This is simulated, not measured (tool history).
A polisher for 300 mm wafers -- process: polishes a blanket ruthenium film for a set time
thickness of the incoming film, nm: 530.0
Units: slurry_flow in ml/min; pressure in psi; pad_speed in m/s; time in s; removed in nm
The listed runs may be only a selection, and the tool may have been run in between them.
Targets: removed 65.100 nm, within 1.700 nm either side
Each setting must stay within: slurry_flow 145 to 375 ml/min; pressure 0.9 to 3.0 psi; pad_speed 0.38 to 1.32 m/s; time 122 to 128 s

| run | hour | slurry_flow | pressure | pad_speed | time | removed |
|---|---|---|---|---|---|---|
| 1 | 0.0 | 240 | 1.9 | 0.84 | 122 | 127.960 |
| 2 | 8.9 | 240 | 1.8 | 0.82 | 122 | 120.270 |
| 3 | 13.0 | 240 | 1.7 | 0.80 | 122 | 111.740 |
| 4 | 19.1 | 240 | 1.4 | 0.80 | 122 | 92.992 |
| 5 | 20.8 | 240 | 1.4 | 0.80 | 122 | 91.612 |
| 6 | 22.0 | 240 | 1.4 | 0.80 | 122 | 92.758 |
| 7 | 24.0 | 240 | 1.3 | 0.80 | 122 | 85.796 |
| 8 | 27.9 | 240 | 1.2 | 0.80 | 122 | 79.707 |
| 9 | 33.7 | 230 | 1.0 | 0.80 | 122 | 67.621 |
| 10 | 35.0 | 225 | 1.0 | 0.80 | 122 | 66.949 |

Which one of the following 4 next-run settings gets every result inside its allowed miss? There is exactly one.
| A | 36.3 | 240 | 1.0 | 0.84 | 122 | ? |
| B | 36.3 | 245 | 1.2 | 0.64 | 123 | ? |
| C | 36.3 | 265 | 1.0 | 0.72 | 125 | ? |
| D | 36.3 | 215 | 1.0 | 0.84 | 123 | ? |

| move | removed |
|---|---|
| A | 69.524 |
| B | 70.065 |
| C | 64.998 |
| D | 69.249 |
A: the biggest miss grows against the last run
B: the biggest miss grows against the last run
C: all results in spec
D: the biggest miss grows against the last run
Answer: C
